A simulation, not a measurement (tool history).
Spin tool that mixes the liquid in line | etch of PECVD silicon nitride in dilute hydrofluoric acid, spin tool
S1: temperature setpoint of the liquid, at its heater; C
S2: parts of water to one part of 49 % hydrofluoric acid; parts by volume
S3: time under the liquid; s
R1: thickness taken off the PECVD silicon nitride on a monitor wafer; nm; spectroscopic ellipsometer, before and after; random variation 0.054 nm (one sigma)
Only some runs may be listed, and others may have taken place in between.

run,hour,S1,S2,S3,R1
1,0,21,120,85,1.596
2,6.1,21,105,85,1.837
3,10.4,22.5,95,85,2.2742
4,16.9,24,90,85,2.5986
5,23.9,20.5,90,85,2.0666
6,29.3,20.5,50,85,3.6816
7,38.1,21.5,50,85,3.8491
8,44.4,22.5,50,85,4.2334

Predict the results of run 9:
9,45.7,23,50,85,?

R1: 4.4255 nm

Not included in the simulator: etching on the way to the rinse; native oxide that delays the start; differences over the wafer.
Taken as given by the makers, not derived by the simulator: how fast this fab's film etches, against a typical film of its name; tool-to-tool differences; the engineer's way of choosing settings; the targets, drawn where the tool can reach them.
